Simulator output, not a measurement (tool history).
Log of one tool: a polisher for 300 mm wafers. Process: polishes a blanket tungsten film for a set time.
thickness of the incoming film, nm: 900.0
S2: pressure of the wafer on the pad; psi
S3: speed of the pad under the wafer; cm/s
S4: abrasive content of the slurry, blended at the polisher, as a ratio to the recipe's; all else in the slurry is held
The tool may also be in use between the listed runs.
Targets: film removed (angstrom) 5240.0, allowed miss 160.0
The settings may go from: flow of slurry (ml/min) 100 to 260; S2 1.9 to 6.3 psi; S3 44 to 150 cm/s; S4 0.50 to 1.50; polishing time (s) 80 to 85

{"run": 1, "hour": 0.0, "flow of slurry (ml/min)": 165, "S2": 4.1, "S3": 96, "S4": 1.0, "polishing time (s)": 80, "film removed (angstrom)": 3904.5}
{"run": 2, "hour": 5.8, "flow of slurry (ml/min)": 165, "S2": 4.1, "S3": 96, "S4": 0.85, "polishing time (s)": 80, "film removed (angstrom)": 3802.2}
{"run": 3, "hour": 6.5, "flow of slurry (ml/min)": 165, "S2": 4.1, "S3": 82, "S4": 0.85, "polishing time (s)": 80, "film removed (angstrom)": 3235.8}
{"run": 4, "hour": 14.0, "flow of slurry (ml/min)": 165, "S2": 3.4, "S3": 82, "S4": 0.85, "polishing time (s)": 80, "film removed (angstrom)": 2760.5}
{"run": 5, "hour": 21.2, "flow of slurry (ml/min)": 130, "S2": 3.4, "S3": 82, "S4": 0.85, "polishing time (s)": 80, "film removed (angstrom)": 2680.2}
{"run": 6, "hour": 28.7, "flow of slurry (ml/min)": 135, "S2": 3.9, "S3": 82, "S4": 0.85, "polishing time (s)": 80, "film removed (angstrom)": 3013.2}
{"run": 7, "hour": 35.9, "flow of slurry (ml/min)": 140, "S2": 4.3, "S3": 82, "S4": 0.85, "polishing time (s)": 80, "film removed (angstrom)": 3276.2}
{"run": 8, "hour": 44.4, "flow of slurry (ml/min)": 165, "S2": 5.4, "S3": 84, "S4": 0.85, "polishing time (s)": 80, "film removed (angstrom)": 4129.9}
{"run": 9, "hour": 46.3, "flow of slurry (ml/min)": 170, "S2": 5.6, "S3": 86, "S4": 0.85, "polishing time (s)": 80, "film removed (angstrom)": 4380.8}
{"run": 10, "hour": 55.0, "flow of slurry (ml/min)": 175, "S2": 5.7, "S3": 86, "S4": 0.85, "polishing time (s)": 80, "film removed (angstrom)": 4534.3}
{"run": 11, "hour": 58.5, "flow of slurry (ml/min)": 180, "S2": 5.8, "S3": 86, "S4": 0.85, "polishing time (s)": 80, "film removed (angstrom)": 4600.6}
{"run": 12, "hour": 60.1, "flow of slurry (ml/min)": 180, "S2": 5.9, "S3": 86, "S4": 0.85, "polishing time (s)": 80, "film removed (angstrom)": 4689.9}
{"run": 13, "hour": 60.8, "flow of slurry (ml/min)": 185, "S2": 6.0, "S3": 86, "S4": 0.85, "polishing time (s)": 80, "film removed (angstrom)": 4738.6}
{"run": 14, "hour": 68.5, "flow of slurry (ml/min)": 185, "S2": 6.1, "S3": 86, "S4": 0.85, "polishing time (s)": 80, "film removed (angstrom)": 4866.9}
{"run": 15, "hour": 72.4, "flow of slurry (ml/min)": 190, "S2": 6.2, "S3": 88, "S4": 0.85, "polishing time (s)": 80, "film removed (angstrom)": 5019.9}

Which of these 5 next moves meets every target?
{"run": "A", "hour": 76.3, "flow of slurry (ml/min)": 235, "S2": 4.1, "S3": 122, "S4": 0.7, "polishing time (s)": 80, "film removed (angstrom)": "?"}
{"run": "B", "hour": 76.3, "flow of slurry (ml/min)": 215, "S2": 5.7, "S3": 96, "S4": 0.9, "polishing time (s)": 81, "film removed (angstrom)": "?"}
{"run": "C", "hour": 76.3, "flow of slurry (ml/min)": 180, "S2": 6.0, "S3": 84, "S4": 0.9, "polishing time (s)": 80, "film removed (angstrom)": "?"}
{"run": "D", "hour": 76.3, "flow of slurry (ml/min)": 195, "S2": 5.6, "S3": 88, "S4": 0.85, "polishing time (s)": 84, "film removed (angstrom)": "?"}
{"run": "E", "hour": 76.3, "flow of slurry (ml/min)": 215, "S2": 6.3, "S3": 74, "S4": 1.05, "polishing time (s)": 85, "film removed (angstrom)": "?"}

move=A film_removed_(angstrom)=4820.0
move=B film_removed_(angstrom)=5318.9
move=C film_removed_(angstrom)=4704.8
move=D film_removed_(angstrom)=4867.7
move=E film_removed_(angstrom)=4894.9
A: further off than the last run
B: meets every target
C: further off than the last run
D: further off than the last run
E: further off than the last run
Move B is the one to make.
